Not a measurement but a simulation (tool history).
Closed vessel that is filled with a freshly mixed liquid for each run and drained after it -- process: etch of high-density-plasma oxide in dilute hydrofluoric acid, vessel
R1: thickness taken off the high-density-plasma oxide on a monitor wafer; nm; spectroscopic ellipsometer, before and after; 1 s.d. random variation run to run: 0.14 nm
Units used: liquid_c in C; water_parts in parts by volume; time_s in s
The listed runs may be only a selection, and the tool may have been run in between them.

Run 1, hour 0: liquid_c 23 C, water_parts 70 parts by volume, time_s 210 s. Result: R1 38.024 nm.
Run 2, hour 8.4: liquid_c 26.5 C, water_parts 70 parts by volume, time_s 210 s. Result: R1 44.272 nm.
Run 3, hour 16.7: liquid_c 23.5 C, water_parts 70 parts by volume, time_s 210 s. Result: R1 38.654 nm.
Run 4, hour 18.9: liquid_c 23.5 C, water_parts 70 parts by volume, time_s 210 s. Result: R1 38.851 nm.
Run 5, hour 26.9: liquid_c 21.5 C, water_parts 70 parts by volume, time_s 210 s. Result: R1 35.859 nm.
Run 6, hour 35.7: liquid_c 20 C, water_parts 70 parts by volume, time_s 210 s. Result: R1 33.855 nm.
Run 7, hour 43.4: liquid_c 20 C, water_parts 70 parts by volume, time_s 210 s. Result: R1 33.657 nm.

The next listed run, before its measurement:
Run 8, hour 51.1: liquid_c 19 C, water_parts 70 parts by volume, time_s 210 s. Result: R1 ?.

{"run 8": {"R1": 32.564}}
